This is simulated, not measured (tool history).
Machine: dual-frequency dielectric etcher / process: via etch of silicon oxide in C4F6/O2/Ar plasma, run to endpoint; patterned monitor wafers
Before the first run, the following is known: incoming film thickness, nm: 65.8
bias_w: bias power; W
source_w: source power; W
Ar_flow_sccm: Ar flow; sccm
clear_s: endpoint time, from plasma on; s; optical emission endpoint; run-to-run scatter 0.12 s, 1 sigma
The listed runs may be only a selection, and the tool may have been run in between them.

run 1 day=0.000 | bias_w=586 source_w=400 Ar_flow_sccm=385 | clear_s=14.021
run 2 day=0.050 | bias_w=586 source_w=360 Ar_flow_sccm=385 | clear_s=14.776
run 3 day=0.171 | bias_w=688 source_w=360 Ar_flow_sccm=385 | clear_s=13.643
run 4 day=0.421 | bias_w=662 source_w=360 Ar_flow_sccm=386 | clear_s=13.929
-- day=0.767 Ar flow controller replaced
run 5 day=0.767 | bias_w=579 source_w=360 Ar_flow_sccm=386 | clear_s=14.753
run 6 day=0.862 | bias_w=579 source_w=320 Ar_flow_sccm=386 | clear_s=15.571
run 7 day=1.225 | bias_w=574 source_w=320 Ar_flow_sccm=386 | clear_s=15.646

For run 8, what comes out?
run 8 day=1.525 | bias_w=570 source_w=320 Ar_flow_sccm=386 | clear_s=?

clear_s: 15.433 s
